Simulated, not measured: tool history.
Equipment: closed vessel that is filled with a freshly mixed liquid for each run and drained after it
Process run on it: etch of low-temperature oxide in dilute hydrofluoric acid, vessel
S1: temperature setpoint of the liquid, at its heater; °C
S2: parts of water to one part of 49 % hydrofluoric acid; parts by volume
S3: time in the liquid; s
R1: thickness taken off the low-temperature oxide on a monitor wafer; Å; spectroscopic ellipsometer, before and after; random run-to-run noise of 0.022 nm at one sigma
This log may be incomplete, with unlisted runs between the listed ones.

run 1 day=0 | S1=26 S2=190 S3=30 | R1=49.723
run 2 day=0.117 | S1=26 S2=190 S3=30 | R1=49.387
run 3 day=0.371 | S1=26 S2=190 S3=30 | R1=49.051
run 4 day=0.492 | S1=24.5 S2=190 S3=30 | R1=46.853
run 5 day=0.704 | S1=27.5 S2=190 S3=30 | R1=52.085
run 6 day=0.788 | S1=25.5 S2=190 S3=30 | R1=48.655
run 7 day=0.917 | S1=24 S2=190 S3=30 | R1=45.984

For run 8, what comes out?
run 8 day=1.15 | S1=23 S2=190 S3=30 | R1=?

Run 8 came out at R1 44.622 Å.
